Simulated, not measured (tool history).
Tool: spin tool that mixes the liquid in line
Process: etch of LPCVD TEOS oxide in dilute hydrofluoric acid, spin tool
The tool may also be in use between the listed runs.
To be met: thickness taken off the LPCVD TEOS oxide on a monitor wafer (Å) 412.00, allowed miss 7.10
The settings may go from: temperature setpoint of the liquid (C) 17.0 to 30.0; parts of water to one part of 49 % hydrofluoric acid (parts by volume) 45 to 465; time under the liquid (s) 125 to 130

run  hour  temperature setpoint of the liquid (C)  parts of water to one part of 49 % hydrofluoric acid (parts by volume)  time under the liquid (s)  thickness taken off the LPCVD TEOS oxide on a monitor wafer (Å)
  1   0.0                                    22.0                                                                     255                        125                                                           198.95
  2   2.2                                    23.5                                                                     240                        125                                                           231.77
  3   3.0                                    26.5                                                                     240                        125                                                           252.31
  4   7.3                                    27.0                                                                     225                        125                                                           279.33
  5  14.3                                    28.5                                                                     225                        125                                                           294.46
  6  17.7                                    26.5                                                                     225                        125                                                           276.88
  7  26.6                                    27.0                                                                     215                        125                                                           298.22
  8  34.1                                    27.5                                                                     210                        125                                                           315.03
  9  41.2                                    28.0                                                                     205                        125                                                           329.77
 10  47.6                                    30.0                                                                     170                        125                                                           439.24
 11  49.1                                    29.5                                                                     170                        125                                                           433.96
 12  52.0                                    29.5                                                                     170                        125                                                           433.91

5 next moves are on the table. One of them brings every result within its allowed miss. Which?
  A  54.9                                    27.0                                                                     170                        130                                                                ?
  B  54.9                                    30.0                                                                     170                        130                                                                ?
  C  54.9                                    25.5                                                                     145                        125                                                                ?
  D  54.9                                    29.0                                                                     155                        125                                                                ?
  E  54.9                                    29.5                                                                     170                        130                                                                ?

move  thickness taken off the LPCVD TEOS oxide on a monitor wafer (Å)
   A                                                           412.76
   B                                                           459.77
   C                                                           453.40
   D                                                           476.85
   E                                                           451.68
A: meets every target
B: further off than the last run
C: further off than the last run
D: further off than the last run
E: further off than the last run
Answer: A
